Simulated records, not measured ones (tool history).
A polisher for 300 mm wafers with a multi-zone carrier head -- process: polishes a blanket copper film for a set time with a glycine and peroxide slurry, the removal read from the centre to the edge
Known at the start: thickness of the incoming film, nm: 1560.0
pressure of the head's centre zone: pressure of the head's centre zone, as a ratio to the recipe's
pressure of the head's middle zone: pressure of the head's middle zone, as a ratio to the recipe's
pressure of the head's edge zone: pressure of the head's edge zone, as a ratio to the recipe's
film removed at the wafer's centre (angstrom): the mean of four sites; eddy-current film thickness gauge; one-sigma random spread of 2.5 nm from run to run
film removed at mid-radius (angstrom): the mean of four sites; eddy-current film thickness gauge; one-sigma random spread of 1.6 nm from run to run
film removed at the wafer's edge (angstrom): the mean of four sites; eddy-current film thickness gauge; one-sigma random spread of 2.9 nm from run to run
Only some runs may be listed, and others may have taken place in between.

| run | hour | flow of slurry (ml/min) | pressure of the head's centre zone | pressure of the head's middle zone | pressure of the head's edge zone | polishing time (s) | film removed at the wafer's centre (angstrom) | film removed at mid-radius (angstrom) | film removed at the wafer's edge (angstrom) |
|---|---|---|---|---|---|---|---|---|---|
| 1 | 0 | 285 | 1 | 1 | 1 | 70 | 3836.9 | 4073.9 | 4100.5 |
| 2 | 8 | 275 | 0.96 | 0.98 | 0.97 | 62 | 3197.6 | 3523.1 | 3543.9 |
| 3 | 11 | 270 | 0.93 | 0.95 | 0.94 | 58 | 2881.5 | 3233.4 | 3284.8 |
| 4 | 17.4 | 270 | 0.93 | 1.03 | 0.94 | 58 | 2880.4 | 3417.1 | 3246.2 |
| 5 | 23.2 | 270 | 1 | 1.03 | 0.94 | 58 | 3185.5 | 3392.4 | 3292.5 |
| 6 | 31.2 | 270 | 1 | 1.03 | 0.99 | 58 | 3055.9 | 3446.8 | 3362 |
| 7 | 35.7 | 260 | 0.96 | 1 | 0.96 | 54 | 2833.8 | 3082.7 | 3130.6 |
| 8 | 39.3 | 265 | 0.93 | 0.98 | 0.94 | 51 | 2556.9 | 2892.6 | 2852.9 |
| 9 | 41.5 | 265 | 0.9 | 0.95 | 0.93 | 50 | 2412.7 | 2763.2 | 2800.6 |
| 10 | 48.6 | 260 | 0.88 | 0.93 | 0.91 | 49 | 2290.7 | 2634.5 | 2799.6 |
| 11 | 52.2 | 265 | 0.88 | 0.96 | 0.87 | 39 | 1870.7 | 2176.6 | 2101 |

Run 12, settings as shown, results not yet in. Your forecast:
| 12 | 59.6 | 265 | 0.88 | 0.97 | 0.9 | 39 | ? | ? | ? |

Run 12 gave film removed at the wafer's centre (angstrom) 1808.7, film removed at mid-radius (angstrom) 2173.9, film removed at the wafer's edge (angstrom) 2132.9.
